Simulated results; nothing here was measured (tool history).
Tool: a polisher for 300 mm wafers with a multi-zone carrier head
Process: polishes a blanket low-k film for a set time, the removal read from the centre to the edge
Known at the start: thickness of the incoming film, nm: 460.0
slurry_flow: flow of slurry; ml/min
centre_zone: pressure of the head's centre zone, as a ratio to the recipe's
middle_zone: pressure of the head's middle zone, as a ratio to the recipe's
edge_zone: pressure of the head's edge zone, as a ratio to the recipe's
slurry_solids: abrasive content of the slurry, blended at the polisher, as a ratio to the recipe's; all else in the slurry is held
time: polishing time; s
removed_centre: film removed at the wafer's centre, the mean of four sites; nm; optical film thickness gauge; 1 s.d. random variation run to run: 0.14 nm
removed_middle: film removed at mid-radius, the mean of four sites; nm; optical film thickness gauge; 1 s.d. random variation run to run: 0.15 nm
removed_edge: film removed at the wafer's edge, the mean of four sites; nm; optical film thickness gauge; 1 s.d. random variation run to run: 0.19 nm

run,hour,slurry_flow,centre_zone,middle_zone,edge_zone,slurry_solids,time,removed_centre,removed_middle,removed_edge
1,0.0,265,1.00,1.00,1.00,1.00,37,12.288,12.578,12.590
2,2.4,265,1.00,1.00,1.00,1.00,32,10.731,11.008,10.781
3,5.4,265,1.00,1.04,1.00,1.00,32,10.727,11.353,10.703
4,6.8,270,1.02,1.05,1.02,1.10,33,11.821,12.480,11.587
5,11.5,270,1.03,1.04,1.04,1.15,34,12.375,12.760,12.471
6,19.3,275,1.05,1.05,1.06,1.20,34,13.039,13.288,12.831

Run 7 comes next. What will it give?
7,26.3,275,1.05,1.05,1.06,1.20,34,?,?,?

Run 7 produced removed_centre 12.722 nm, removed_middle 13.145 nm, removed_edge 12.854 nm.

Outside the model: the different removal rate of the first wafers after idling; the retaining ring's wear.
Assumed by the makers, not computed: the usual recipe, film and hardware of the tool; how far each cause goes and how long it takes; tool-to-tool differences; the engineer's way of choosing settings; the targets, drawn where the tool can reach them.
